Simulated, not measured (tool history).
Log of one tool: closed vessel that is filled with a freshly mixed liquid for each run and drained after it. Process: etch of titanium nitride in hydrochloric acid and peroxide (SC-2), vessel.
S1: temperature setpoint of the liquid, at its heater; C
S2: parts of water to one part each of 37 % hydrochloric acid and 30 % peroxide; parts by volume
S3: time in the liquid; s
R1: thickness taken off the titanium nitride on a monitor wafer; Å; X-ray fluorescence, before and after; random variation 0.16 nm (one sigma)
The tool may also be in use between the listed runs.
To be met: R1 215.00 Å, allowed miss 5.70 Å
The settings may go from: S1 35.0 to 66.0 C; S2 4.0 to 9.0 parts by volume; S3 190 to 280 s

{"run": 1, "day": 0.0, "S1": 50.0, "S2": 5.0, "S3": 280, "R1": 104.6}
{"run": 2, "day": 0.029, "S1": 52.0, "S2": 5.0, "S3": 280, "R1": 116.81}
{"run": 3, "day": 0.292, "S1": 52.0, "S2": 4.5, "S3": 280, "R1": 125.83}
{"run": 4, "day": 0.571, "S1": 53.5, "S2": 4.5, "S3": 280, "R1": 138.57}
{"run": 5, "day": 0.6, "S1": 53.5, "S2": 4.0, "S3": 280, "R1": 151.17}
{"run": 6, "day": 0.729, "S1": 53.5, "S2": 4.0, "S3": 190, "R1": 102.41}
{"run": 7, "day": 1.012, "S1": 55.5, "S2": 4.0, "S3": 190, "R1": 117.21}
{"run": 8, "day": 1.338, "S1": 57.5, "S2": 4.0, "S3": 205, "R1": 142.88}
{"run": 9, "day": 1.542, "S1": 59.0, "S2": 4.0, "S3": 205, "R1": 158.92}
{"run": 10, "day": 1.642, "S1": 60.0, "S2": 4.0, "S3": 205, "R1": 167.64}

4 next moves are on the table. One of them brings every result within its allowed miss. Which?
{"run": "A", "day": 1.742, "S1": 59.0, "S2": 4.0, "S3": 280, "R1": "?"}
{"run": "B", "day": 1.742, "S1": 55.0, "S2": 4.0, "S3": 265, "R1": "?"}
{"run": "C", "day": 1.742, "S1": 60.0, "S2": 4.0, "S3": 280, "R1": "?"}
{"run": "D", "day": 1.742, "S1": 60.0, "S2": 4.0, "S3": 245, "R1": "?"}

move=A R1=213.82
move=B R1=156.74
move=C R1=227.71
move=D R1=199.25
A: meets every target
B: further off than the last run
C: takes the result that was furthest off past its target
D: nearer than the last run, and not there yet
Answer: A
